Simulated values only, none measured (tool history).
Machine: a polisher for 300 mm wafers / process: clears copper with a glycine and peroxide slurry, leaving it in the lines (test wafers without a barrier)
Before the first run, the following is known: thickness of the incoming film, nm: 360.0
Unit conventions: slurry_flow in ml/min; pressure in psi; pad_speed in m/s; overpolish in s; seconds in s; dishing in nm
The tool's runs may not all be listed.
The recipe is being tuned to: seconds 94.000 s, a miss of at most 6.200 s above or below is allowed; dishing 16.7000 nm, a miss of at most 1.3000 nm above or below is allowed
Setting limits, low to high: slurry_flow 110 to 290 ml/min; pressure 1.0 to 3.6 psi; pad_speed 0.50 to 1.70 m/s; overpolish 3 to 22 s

run,hour,slurry_flow,pressure,pad_speed,overpolish,seconds,dishing
1,0.0,185,2.3,1.10,11,75.826,35.5270
2,8.2,185,2.3,1.38,11,65.555,38.5940
3,14.0,185,2.5,1.38,11,58.080,41.9930
4,19.2,185,2.1,1.38,11,69.508,37.1100
5,20.0,185,2.1,1.64,11,60.475,41.8280
6,23.5,185,2.0,1.60,10,65.767,36.4850
7,27.8,180,1.4,1.42,4,92.804,11.5760
8,28.4,180,1.4,1.42,5,94.469,13.9920

Exercise: of the 5 proposed moves below, exactly one satisfies all targets within the stated allowed misses. Which move is it?
A,29.0,155,1.6,1.32,5,?,?
B,29.0,165,1.3,1.44,5,?,?
C,29.0,230,1.6,1.40,3,?,?
D,29.0,160,1.6,1.28,7,?,?
E,29.0,180,1.4,1.36,6,?,?

move,seconds,dishing
A,91.850,14.3940
B,98.514,13.4260
C,82.812,9.7657
D,93.328,19.4070
E,96.096,16.3290
A: an improvement on the last run, though not all results are within tolerance
B: misses by more than the last run did
C: misses by more than the last run did
D: the result that was furthest off in the last run now lies on the other side of its target
E: every result within its allowed miss
The move that meets every target is E.

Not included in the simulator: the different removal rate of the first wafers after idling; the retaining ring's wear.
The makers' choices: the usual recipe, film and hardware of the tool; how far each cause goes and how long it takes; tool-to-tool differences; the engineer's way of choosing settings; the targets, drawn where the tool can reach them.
